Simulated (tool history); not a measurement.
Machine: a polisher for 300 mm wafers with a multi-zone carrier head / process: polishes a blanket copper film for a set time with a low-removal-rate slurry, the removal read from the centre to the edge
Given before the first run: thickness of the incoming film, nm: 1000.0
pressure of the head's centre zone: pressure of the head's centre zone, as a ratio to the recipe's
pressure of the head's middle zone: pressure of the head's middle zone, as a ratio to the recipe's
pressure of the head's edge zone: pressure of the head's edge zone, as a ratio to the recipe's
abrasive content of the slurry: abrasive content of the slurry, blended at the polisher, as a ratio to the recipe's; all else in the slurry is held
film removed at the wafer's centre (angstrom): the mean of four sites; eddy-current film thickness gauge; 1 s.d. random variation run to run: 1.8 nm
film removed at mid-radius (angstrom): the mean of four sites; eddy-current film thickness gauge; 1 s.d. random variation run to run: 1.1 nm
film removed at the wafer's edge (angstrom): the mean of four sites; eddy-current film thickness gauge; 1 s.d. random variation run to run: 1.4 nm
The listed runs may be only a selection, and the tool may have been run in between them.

run	day	flow of slurry (ml/min)	pressure of the head's centre zone	pressure of the head's middle zone	pressure of the head's edge zone	abrasive content of the slurry	polishing time (s)	film removed at the wafer's centre (angstrom)	film removed at mid-radius (angstrom)	film removed at the wafer's edge (angstrom)
1	0.000	280	1.00	1.00	1.00	1.00	74	2518.8	2442.0	2494.0
2	0.158	280	1.03	1.00	1.00	1.00	74	2564.6	2455.2	2510.7
3	0.479	280	1.03	1.00	1.00	1.00	62	2123.2	2065.3	2104.6
4	0.567	280	1.03	1.00	1.08	1.00	62	2207.8	2064.7	2147.3
5	0.625	280	1.11	1.00	1.08	1.00	62	2379.2	2040.2	2150.5
6	0.942	285	1.11	1.00	1.04	0.85	57	2101.2	1845.8	1874.8

Run 7 has not been measured yet. What should we expect?
7	1.221	285	1.10	0.97	1.00	0.75	55	?	?	?

film removed at the wafer's centre (angstrom): 2021.7
film removed at mid-radius (angstrom): 1702.3
film removed at the wafer's edge (angstrom): 1774.4
